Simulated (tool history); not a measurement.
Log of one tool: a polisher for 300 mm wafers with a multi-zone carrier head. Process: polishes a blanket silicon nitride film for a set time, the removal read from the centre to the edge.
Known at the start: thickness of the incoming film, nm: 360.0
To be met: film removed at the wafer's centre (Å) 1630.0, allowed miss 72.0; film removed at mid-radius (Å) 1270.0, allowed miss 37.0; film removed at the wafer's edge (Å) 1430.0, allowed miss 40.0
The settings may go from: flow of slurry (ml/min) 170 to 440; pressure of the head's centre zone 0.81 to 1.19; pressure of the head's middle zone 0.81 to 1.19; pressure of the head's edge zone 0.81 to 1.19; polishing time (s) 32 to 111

run	hour	flow of slurry (ml/min)	pressure of the head's centre zone	pressure of the head's middle zone	pressure of the head's edge zone	polishing time (s)	film removed at the wafer's centre (Å)	film removed at mid-radius (Å)	film removed at the wafer's edge (Å)
1	0.0	280	1.00	1.00	1.00	71	1332.3	1316.4	1305.1
2	7.4	290	1.03	0.98	1.02	71	1389.8	1292.7	1339.9
3	9.8	290	1.03	0.98	0.94	71	1384.2	1276.9	1301.1
4	13.2	315	1.03	0.98	0.94	71	1370.0	1295.1	1318.5
5	15.1	320	1.06	0.97	0.95	71	1422.8	1285.5	1325.3
6	17.0	320	1.06	0.92	0.95	71	1444.2	1243.5	1305.0
# hour 21.5: edge zone pressure recalibrated
7	21.5	335	1.08	0.91	0.99	71	1457.9	1218.0	1361.5
8	28.6	340	1.10	0.92	0.99	71	1505.0	1240.0	1359.3

4 next moves are on the table. One of them brings every result within its allowed miss. Which?
A	35.7	335	1.09	1.08	0.91	68	?	?	?
B	35.7	410	0.96	0.84	1.09	73	?	?	?
C	35.7	375	1.14	0.89	1.01	74	?	?	?
D	35.7	395	1.02	0.90	1.15	72	?	?	?

move	film removed at the wafer's centre (Å)	film removed at mid-radius (Å)	film removed at the wafer's edge (Å)
A	1419.9	1342.1	1272.5
B	1360.6	1185.1	1462.7
C	1629.4	1251.1	1440.4
D	1423.1	1233.7	1463.9
A: further off than the last run
B: brings the result that was furthest off to its target, and leaves another outside
C: meets every target
D: brings the result that was furthest off to its target, and leaves another outside
The right move is C.
